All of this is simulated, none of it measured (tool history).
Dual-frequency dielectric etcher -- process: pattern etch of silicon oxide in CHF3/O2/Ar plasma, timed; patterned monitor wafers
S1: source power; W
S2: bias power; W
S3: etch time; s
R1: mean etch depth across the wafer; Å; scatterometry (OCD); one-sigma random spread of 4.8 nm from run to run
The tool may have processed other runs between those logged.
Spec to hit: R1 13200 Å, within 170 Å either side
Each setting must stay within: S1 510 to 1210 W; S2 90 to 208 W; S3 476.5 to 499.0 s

{"run": 1, "day": 0.0, "S1": 860, "S2": 149, "S3": 476.5, "R1": 11505}
{"run": 2, "day": 0.112, "S1": 860, "S2": 137, "S3": 476.5, "R1": 11112}
{"run": 3, "day": 0.354, "S1": 890, "S2": 138, "S3": 476.5, "R1": 11239}
{"run": 4, "day": 0.525, "S1": 890, "S2": 153, "S3": 476.5, "R1": 11810}
{"run": 5, "day": 0.854, "S1": 890, "S2": 138, "S3": 476.5, "R1": 11325}
{"run": 6, "day": 0.929, "S1": 920, "S2": 138, "S3": 476.5, "R1": 11494}
{"day": 1.062, "done": "source power generator calibrated"}
{"run": 7, "day": 1.062, "S1": 950, "S2": 138, "S3": 476.5, "R1": 11718}
{"run": 8, "day": 1.158, "S1": 970, "S2": 138, "S3": 476.5, "R1": 11882}

Next run, 5 choices. One meets every target within its allowed miss, the rest don't. Which?
{"run": "A", "day": 1.254, "S1": 950, "S2": 131, "S3": 476.5, "R1": "?"}
{"run": "B", "day": 1.254, "S1": 960, "S2": 119, "S3": 477.0, "R1": "?"}
{"run": "C", "day": 1.254, "S1": 930, "S2": 90, "S3": 479.0, "R1": "?"}
{"run": "D", "day": 1.254, "S1": 1140, "S2": 140, "S3": 499.0, "R1": "?"}
{"run": "E", "day": 1.254, "S1": 970, "S2": 144, "S3": 494.0, "R1": "?"}

move=A R1=11537
move=B R1=11226
move=C R1=10160
move=D R1=13255
move=E R1=12454
A: its largest miss is bigger than the last run's
B: its largest miss is bigger than the last run's
C: its largest miss is bigger than the last run's
D: in spec on every target
E: moves toward the targets from the last run without getting all of them in spec
Answer: D
